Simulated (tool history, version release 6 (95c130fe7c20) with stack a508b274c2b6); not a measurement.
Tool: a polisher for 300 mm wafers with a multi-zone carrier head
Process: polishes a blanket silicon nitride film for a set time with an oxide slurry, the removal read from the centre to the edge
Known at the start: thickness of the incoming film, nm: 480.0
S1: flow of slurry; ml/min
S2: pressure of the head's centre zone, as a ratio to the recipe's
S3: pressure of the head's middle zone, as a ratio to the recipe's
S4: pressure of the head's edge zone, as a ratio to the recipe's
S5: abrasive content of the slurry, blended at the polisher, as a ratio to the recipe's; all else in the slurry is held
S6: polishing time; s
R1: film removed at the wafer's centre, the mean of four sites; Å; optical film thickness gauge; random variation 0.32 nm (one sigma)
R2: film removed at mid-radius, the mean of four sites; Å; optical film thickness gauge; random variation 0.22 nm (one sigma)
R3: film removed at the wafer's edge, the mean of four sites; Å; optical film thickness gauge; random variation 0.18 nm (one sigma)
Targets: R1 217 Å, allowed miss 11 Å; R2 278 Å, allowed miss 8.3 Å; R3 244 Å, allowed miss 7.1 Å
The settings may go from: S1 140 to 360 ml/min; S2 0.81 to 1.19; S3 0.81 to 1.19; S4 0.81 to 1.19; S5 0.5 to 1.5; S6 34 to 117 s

run	hour	S1	S2	S3	S4	S5	S6	R1	R2	R3
1	0	230	1	1	1	1	75	278.13	277.56	270.07
2	3.9	220	0.95	1.02	0.97	1	75	260.5	279.26	268.99
3	11.1	220	0.95	1.02	0.93	1	75	262.99	282.1	264.9
4	20.1	220	0.95	0.99	0.93	1	75	257.89	276.78	259.04
5	24.9	210	0.92	0.99	0.9	1	75	248.42	274.16	258.58
6	32.6	210	0.9	1.01	0.88	1	75	246.44	276.64	255.43
7	37.7	200	0.87	1.03	0.87	1	75	234.31	280.27	252.53
# hour 38.8: worn pad replaced by a new one
8	38.8	195	0.86	1.03	0.86	1	75	273.41	321.67	290.31
9	41.4	225	0.85	1.03	0.85	1	75	277.19	329.86	289.24
10	42.9	205	0.84	1.04	0.84	0.95	75	258.97	316.47	284.42
11	48.6	195	0.84	1.06	0.83	0.95	72	249.17	313.72	266.81

4 next moves are on the table. One of them brings every result within its allowed miss. Which?
A	54.3	250	0.92	1.09	0.93	1.1	68	?	?	?
B	54.3	320	0.82	1.05	0.88	0.9	63	?	?	?
C	54.3	155	1.05	0.95	0.82	0.8	71	?	?	?
D	54.3	195	0.88	1.19	0.81	1.1	72	?	?	?

move	R1	R2	R3
A	281.51	332.71	291.5
B	218.51	280.49	245.99
C	274.06	254.19	240.35
D	276.73	369.95	283.83
A: further off than the last run
B: meets every target
C: takes the result that was furthest off past its target
D: further off than the last run
Answer: B
